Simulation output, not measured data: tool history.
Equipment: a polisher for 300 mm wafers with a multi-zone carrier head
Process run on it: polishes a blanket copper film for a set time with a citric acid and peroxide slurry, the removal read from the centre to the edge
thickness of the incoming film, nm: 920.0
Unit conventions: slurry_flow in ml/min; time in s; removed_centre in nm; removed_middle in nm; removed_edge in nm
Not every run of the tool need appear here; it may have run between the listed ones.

Run 1, hour 0: slurry_flow 245 ml/min, centre_zone 1, middle_zone 1, edge_zone 1, slurry_solids 1, time 79 s. Result: removed_centre 146.81 nm, removed_middle 145.61 nm, removed_edge 145.02 nm.
Run 2, hour 5.1: slurry_flow 245 ml/min, centre_zone 1, middle_zone 1, edge_zone 1, slurry_solids 1, time 91 s. Result: removed_centre 172.24 nm, removed_middle 167.13 nm, removed_edge 164.23 nm.
Run 3, hour 10.4: slurry_flow 245 ml/min, centre_zone 1, middle_zone 1, edge_zone 1, slurry_solids 1, time 103 s. Result: removed_centre 194.42 nm, removed_middle 189.03 nm, removed_edge 185.35 nm.
Run 4, hour 19.3: slurry_flow 245 ml/min, centre_zone 1, middle_zone 1, edge_zone 1, slurry_solids 1, time 118 s. Result: removed_centre 222.59 nm, removed_middle 217.4 nm, removed_edge 215.38 nm.
Run 5, hour 22.2: slurry_flow 240 ml/min, centre_zone 0.99, middle_zone 0.98, edge_zone 0.98, slurry_solids 0.9, time 105 s. Result: removed_centre 191.32 nm, removed_middle 190.28 nm, removed_edge 186.71 nm.
Run 6, hour 26: slurry_flow 225 ml/min, centre_zone 1, middle_zone 0.96, edge_zone 0.97, slurry_solids 0.85, time 93 s. Result: removed_centre 167.74 nm, removed_middle 156.68 nm, removed_edge 164 nm.
Run 7, hour 32.3: slurry_flow 225 ml/min, centre_zone 1, middle_zone 0.96, edge_zone 0.96, slurry_solids 0.8, time 83 s. Result: removed_centre 146.16 nm, removed_middle 138.01 nm, removed_edge 139.44 nm.
Run 8, hour 37.9: slurry_flow 225 ml/min, centre_zone 1, middle_zone 0.95, edge_zone 0.95, slurry_solids 0.75, time 77 s. Result: removed_centre 134.87 nm, removed_middle 128.41 nm, removed_edge 126.81 nm.
Run 9, hour 39.4: slurry_flow 220 ml/min, centre_zone 0.99, middle_zone 0.93, edge_zone 0.94, slurry_solids 0.7, time 72 s. Result: removed_centre 119.28 nm, removed_middle 113.27 nm, removed_edge 117.9 nm.
Run 10, hour 42.8: slurry_flow 225 ml/min, centre_zone 0.99, middle_zone 0.92, edge_zone 0.93, slurry_solids 0.65, time 69 s. Result: removed_centre 115.45 nm, removed_middle 107.91 nm, removed_edge 113.79 nm.

The next listed run, before its measurement:
Run 11, hour 48.2: slurry_flow 210 ml/min, centre_zone 0.99, middle_zone 0.9, edge_zone 0.86, slurry_solids 0.5, time 47 s. Result: removed_centre ?, removed_middle ?, removed_edge ?.

Run 11 gave removed_centre 72.192 nm, removed_middle 65.315 nm, removed_edge 69.584 nm.
